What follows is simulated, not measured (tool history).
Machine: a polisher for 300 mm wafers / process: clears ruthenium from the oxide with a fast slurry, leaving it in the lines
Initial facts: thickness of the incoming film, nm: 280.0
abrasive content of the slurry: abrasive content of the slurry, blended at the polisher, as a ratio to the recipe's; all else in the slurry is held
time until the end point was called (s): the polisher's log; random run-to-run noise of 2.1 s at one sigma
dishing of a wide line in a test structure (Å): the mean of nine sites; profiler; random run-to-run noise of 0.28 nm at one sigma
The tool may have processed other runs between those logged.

run  hour  flow of slurry (ml/min)  pressure of the wafer on the pad (psi)  speed of the pad under the wafer (m/s)  abrasive content of the slurry  overpolish time after the end point (s)  time until the end point was called (s)  dishing of a wide line in a test structure (Å)
  1     0                      220                                     2.9                                    0.86                               1                                       10                                   86.552                                          217.21
  2   2.6                      220                                     2.9                                    0.86                             1.1                                       10                                    84.52                                          215.93
  3   6.2                      220                                     2.6                                    0.86                             1.1                                       10                                   93.562                                          193.23
  4   7.6                      170                                     2.6                                    0.86                             1.1                                       10                                   94.235                                          188.15
  5  10.8                      170                                     2.4                                    0.86                             1.1                                       10                                   102.53                                           186.6
  6  13.9                      170                                     2.4                                    0.86                            1.25                                       10                                   98.635                                          182.54
  7  20.7                      170                                     2.2                                    0.86                            1.25                                       10                                   104.08                                          174.05
  8  27.1                      170                                     2.1                                    0.86                            1.25                                       10                                   110.99                                           167.9
  9  35.9                      170                                       2                                    0.86                            1.25                                       10                                    116.6                                           157.7
 10  44.7                      170                                     1.9                                    0.86                            1.25                                       10                                   119.43                                           151.5

Run 11 has not been measured yet. What should we expect?
 11  49.9                      170                                     1.8                                    0.86                            1.25                                       10                                        ?                                               ?

time until the end point was called (s): 130.34
dishing of a wide line in a test structure (Å): 147.46
